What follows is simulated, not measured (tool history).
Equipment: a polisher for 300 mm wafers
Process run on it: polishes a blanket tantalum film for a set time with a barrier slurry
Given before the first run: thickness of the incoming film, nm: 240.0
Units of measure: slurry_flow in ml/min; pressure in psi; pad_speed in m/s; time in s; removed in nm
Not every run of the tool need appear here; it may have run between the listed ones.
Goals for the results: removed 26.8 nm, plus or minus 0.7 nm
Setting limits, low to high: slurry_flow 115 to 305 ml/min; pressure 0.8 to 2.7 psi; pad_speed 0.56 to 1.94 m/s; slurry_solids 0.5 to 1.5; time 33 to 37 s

run	hour	slurry_flow	pressure	pad_speed	slurry_solids	time	removed
1	0	195	1.7	1.24	1	37	64.348
2	6.3	195	1.7	1.24	1	33	57.365
3	14.1	190	1.5	1.2	1	33	49.32
4	17.1	230	1.5	1.2	1	33	50.08
5	20.6	230	1.4	1.16	1	33	46.05
6	28.2	230	1.3	1.12	1	33	41.066
7	31.1	230	1.2	1.1	1	33	37.794
8	34.3	225	1.1	1.08	1	33	34.467
9	39.9	220	1	1.08	1	33	31.071
10	40.9	210	1	1.08	1	33	31.322
11	46.1	200	1	1.08	1	33	31.196
12	48.8	195	1	1.08	1	33	30.947
13	56.4	195	1	1.08	1	33	30.591
14	61.1	185	1	1.08	1	33	30.106
15	62.4	175	1	1.08	1	33	29.884
16	70	170	1	1.08	1	33	29.57

Pick the move, out of 4, that brings all results within their allowed miss; only one does.
A	77.6	145	0.9	0.92	1.15	37	?
B	77.6	160	1.1	1	1	33	?
C	77.6	210	0.8	1	1.15	33	?
D	77.6	265	1	1	0.8	37	?

move	removed
A	26.274
B	29.842
C	24.367
D	30.782
A: meets every target
B: further off than the last run
C: takes the result that was furthest off past its target
D: further off than the last run
Correct choice: A, which meets every target

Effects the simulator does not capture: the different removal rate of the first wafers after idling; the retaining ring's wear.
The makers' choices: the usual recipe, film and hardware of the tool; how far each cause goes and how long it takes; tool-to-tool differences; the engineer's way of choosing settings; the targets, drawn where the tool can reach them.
